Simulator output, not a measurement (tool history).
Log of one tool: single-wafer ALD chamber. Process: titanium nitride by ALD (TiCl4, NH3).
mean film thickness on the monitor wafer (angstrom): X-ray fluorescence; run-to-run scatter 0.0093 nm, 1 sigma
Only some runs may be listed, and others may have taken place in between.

run  hour  heater temperature setpoint (deg C)  number of ALD cycles (cycles)  NH3 pulse time (s)  mean film thickness on the monitor wafer (angstrom)
  1   0.0                                  410                            101                3.17                                               25.220
  2   7.8                                  404                            100                2.68                                               24.835
  3  12.7                                  400                             99                2.30                                               24.260
  4  15.2                                  400                            101                2.30                                               24.731
  5  16.6                                  400                            101                2.30                                               24.930
  6  22.7                                  397                            100                2.02                                               24.298
  7  25.2                                  396                             99                1.88                                               23.844
  8  31.7                                  396                             98                1.85                                               23.738
  9  37.5                                  396                             98                1.77                                               23.564
 10  41.8                                  396                             98                1.76                                               23.857
 11  46.0                                  394                             98                1.68                                               23.608

Forecast run 12:
 12  49.0                                  394                             98                1.68                                                    ?

Logged for run 12: mean film thickness on the monitor wafer (angstrom) 23.567.
